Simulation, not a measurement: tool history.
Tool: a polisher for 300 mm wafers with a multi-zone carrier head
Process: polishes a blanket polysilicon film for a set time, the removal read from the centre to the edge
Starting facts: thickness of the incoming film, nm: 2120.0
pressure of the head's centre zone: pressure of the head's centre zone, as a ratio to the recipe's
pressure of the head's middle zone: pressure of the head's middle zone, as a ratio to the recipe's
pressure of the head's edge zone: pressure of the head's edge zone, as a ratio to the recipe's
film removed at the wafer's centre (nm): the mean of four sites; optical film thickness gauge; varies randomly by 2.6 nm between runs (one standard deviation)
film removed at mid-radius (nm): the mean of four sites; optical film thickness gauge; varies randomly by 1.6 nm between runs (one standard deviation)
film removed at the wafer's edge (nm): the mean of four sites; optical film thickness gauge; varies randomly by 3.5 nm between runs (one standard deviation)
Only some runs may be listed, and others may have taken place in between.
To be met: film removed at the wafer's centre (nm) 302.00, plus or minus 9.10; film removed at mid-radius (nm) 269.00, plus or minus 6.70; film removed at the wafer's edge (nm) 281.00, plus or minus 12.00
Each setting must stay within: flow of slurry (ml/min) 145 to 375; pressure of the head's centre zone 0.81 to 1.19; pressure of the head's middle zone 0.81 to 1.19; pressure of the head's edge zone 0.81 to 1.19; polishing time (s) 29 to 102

| run | hour | flow of slurry (ml/min) | pressure of the head's centre zone | pressure of the head's middle zone | pressure of the head's edge zone | polishing time (s) | film removed at the wafer's centre (nm) | film removed at mid-radius (nm) | film removed at the wafer's edge (nm) |
|---|---|---|---|---|---|---|---|---|---|
| 1 | 0.0 | 240 | 1.00 | 1.00 | 1.00 | 65 | 512.23 | 500.29 | 523.15 |
| 2 | 4.7 | 240 | 0.92 | 1.00 | 1.00 | 65 | 471.48 | 499.55 | 511.38 |
| 3 | 8.0 | 240 | 0.93 | 0.98 | 0.97 | 60 | 441.55 | 448.89 | 474.52 |
| 4 | 14.1 | 235 | 0.95 | 0.98 | 0.95 | 55 | 414.92 | 417.34 | 424.35 |
| 5 | 21.6 | 230 | 0.95 | 0.96 | 0.93 | 52 | 381.09 | 385.62 | 400.95 |
| 6 | 26.1 | 230 | 0.95 | 1.00 | 0.93 | 52 | 386.65 | 401.15 | 413.04 |
|  | 27.8 | edge zone pressure recalibrated |
| 7 | 27.8 | 215 | 0.99 | 0.90 | 0.83 | 34 | 263.99 | 237.30 | 240.20 |
| 8 | 36.6 | 230 | 0.99 | 0.90 | 0.85 | 34 | 265.33 | 237.63 | 245.76 |
| 9 | 43.4 | 300 | 1.06 | 0.99 | 0.95 | 37 | 318.57 | 287.48 | 290.25 |
| 10 | 51.9 | 300 | 1.06 | 0.98 | 0.95 | 37 | 314.88 | 285.98 | 288.47 |
| 11 | 59.6 | 300 | 1.06 | 0.97 | 0.95 | 37 | 319.27 | 283.34 | 283.38 |

4 next moves are on the table. One of them brings every result within its allowed miss. Which?
| A | 67.3 | 325 | 1.19 | 0.88 | 0.97 | 36 | ? | ? | ? |
| B | 67.3 | 295 | 1.02 | 0.92 | 0.91 | 37 | ? | ? | ? |
| C | 67.3 | 280 | 1.03 | 1.00 | 0.92 | 38 | ? | ? | ? |
| D | 67.3 | 370 | 1.09 | 1.02 | 0.90 | 37 | ? | ? | ? |

| move | film removed at the wafer's centre (nm) | film removed at mid-radius (nm) | film removed at the wafer's edge (nm) |
|---|---|---|---|
| A | 346.07 | 255.83 | 281.65 |
| B | 301.55 | 270.48 | 278.95 |
| C | 311.08 | 296.09 | 286.44 |
| D | 329.90 | 300.64 | 281.54 |
A: moves the result that the last run missed by most past its target, out the other side
B: all results land within tolerance of their targets
C: moves away from the targets compared with the last run
D: moves away from the targets compared with the last run
B meets every target.
